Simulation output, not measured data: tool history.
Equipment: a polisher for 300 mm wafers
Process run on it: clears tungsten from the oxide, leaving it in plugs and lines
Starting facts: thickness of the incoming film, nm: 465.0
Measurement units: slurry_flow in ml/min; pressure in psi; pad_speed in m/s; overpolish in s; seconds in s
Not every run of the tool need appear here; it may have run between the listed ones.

run  hour  slurry_flow  pressure  pad_speed  slurry_solids  overpolish  seconds
  1   0.0          285       3.0       1.32           1.00           7   92.386
  2   7.5          325       3.0       1.32           1.00           7   93.036
  3   9.1          360       3.0       1.32           1.00           7   92.988
  4  17.2          360       3.0       1.32           1.00           7   92.302
  5  21.5          360       3.3       1.38           1.00           7   82.543
  6  23.1          360       3.3       1.38           1.00           7   84.318

What will run 7 give?
  7  25.3          365       4.1       1.66           1.05           7        ?

Run 7 came out at seconds 56.696 s.

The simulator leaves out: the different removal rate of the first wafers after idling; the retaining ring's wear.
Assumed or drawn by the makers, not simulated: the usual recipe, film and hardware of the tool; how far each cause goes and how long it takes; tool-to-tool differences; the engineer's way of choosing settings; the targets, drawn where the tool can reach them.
